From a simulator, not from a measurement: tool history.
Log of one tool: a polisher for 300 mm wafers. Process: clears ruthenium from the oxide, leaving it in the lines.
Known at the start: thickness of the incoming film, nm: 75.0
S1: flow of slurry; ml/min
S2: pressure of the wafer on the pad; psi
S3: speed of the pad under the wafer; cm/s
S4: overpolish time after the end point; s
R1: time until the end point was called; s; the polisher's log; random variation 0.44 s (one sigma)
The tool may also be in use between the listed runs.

run	day	S1	S2	S3	S4	R1
1	0.000	310	2.2	86	5	73.090
2	0.329	310	2.4	86	5	66.345
3	0.562	310	2.5	86	5	64.473
4	0.912	310	2.8	86	5	57.334
5	1.254	370	2.8	86	5	56.851
6	1.392	370	2.9	86	5	55.297

The next listed run, before its measurement:
7	1.629	370	3.0	86	5	?

Run 7 gave R1 52.704 s.
